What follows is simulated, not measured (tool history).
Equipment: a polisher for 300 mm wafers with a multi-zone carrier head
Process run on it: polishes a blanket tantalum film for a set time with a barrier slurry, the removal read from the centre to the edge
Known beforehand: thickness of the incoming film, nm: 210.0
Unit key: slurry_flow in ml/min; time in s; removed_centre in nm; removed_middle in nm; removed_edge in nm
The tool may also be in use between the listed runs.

run	hour	slurry_flow	centre_zone	middle_zone	edge_zone	slurry_solids	time	removed_centre	removed_middle	removed_edge
1	0.0	310	1.00	1.00	1.00	1.00	33	87.487	87.003	86.061
2	4.1	310	1.01	1.01	1.02	1.05	33	87.136	89.785	88.744
3	8.7	310	1.01	1.01	0.98	1.05	33	88.281	88.206	87.301
4	17.4	315	1.03	1.02	0.99	1.10	33	91.933	90.176	88.764
5	19.5	315	1.03	1.02	0.99	0.90	33	87.757	85.558	82.495
6	26.3	320	1.05	1.03	1.00	1.00	33	91.707	88.223	86.244
# hour 34.7: slurry nozzle cleaned
7	34.7	345	1.15	1.13	1.10	1.25	34	111.410	107.240	100.580
8	41.8	345	1.15	1.13	1.11	1.25	34	113.260	107.340	96.094
9	43.9	345	1.14	1.12	1.11	1.30	34	109.130	107.120	101.690

For run 10, what comes out?
10	50.8	375	1.18	1.13	1.16	1.45	34	?	?	?

For run 10 the tool returned removed_centre 118.990 nm, removed_middle 112.230 nm, removed_edge 104.540 nm.

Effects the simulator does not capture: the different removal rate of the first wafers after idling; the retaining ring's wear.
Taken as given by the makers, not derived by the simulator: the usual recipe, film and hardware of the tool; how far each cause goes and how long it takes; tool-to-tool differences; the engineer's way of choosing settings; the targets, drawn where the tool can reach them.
